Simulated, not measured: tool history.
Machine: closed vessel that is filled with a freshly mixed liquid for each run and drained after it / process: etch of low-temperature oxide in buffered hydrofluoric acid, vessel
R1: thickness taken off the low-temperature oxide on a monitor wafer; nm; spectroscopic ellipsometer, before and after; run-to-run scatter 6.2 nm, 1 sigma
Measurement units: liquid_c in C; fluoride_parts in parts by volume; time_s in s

Run 1, hour 0: liquid_c 25 C, fluoride_parts 8 parts by volume, time_s 85 s. Result: R1 605.07 nm.
Run 2, hour 0.5: liquid_c 25 C, fluoride_parts 8 parts by volume, time_s 85 s. Result: R1 607.97 nm.
Run 3, hour 8.2: liquid_c 26 C, fluoride_parts 8 parts by volume, time_s 85 s. Result: R1 638.53 nm.
Run 4, hour 10.2: liquid_c 26 C, fluoride_parts 6 parts by volume, time_s 85 s. Result: R1 835.98 nm.
Run 5, hour 12.6: liquid_c 25.5 C, fluoride_parts 6 parts by volume, time_s 85 s. Result: R1 821.71 nm.
Run 6, hour 13.1: liquid_c 25.5 C, fluoride_parts 5 parts by volume, time_s 85 s. Result: R1 961.03 nm.

Run 7 is up next; what results do you expect?
Run 7, hour 16.4: liquid_c 24 C, fluoride_parts 5 parts by volume, time_s 85 s. Result: R1 ?.

{"run 7": {"R1": 884.6}}

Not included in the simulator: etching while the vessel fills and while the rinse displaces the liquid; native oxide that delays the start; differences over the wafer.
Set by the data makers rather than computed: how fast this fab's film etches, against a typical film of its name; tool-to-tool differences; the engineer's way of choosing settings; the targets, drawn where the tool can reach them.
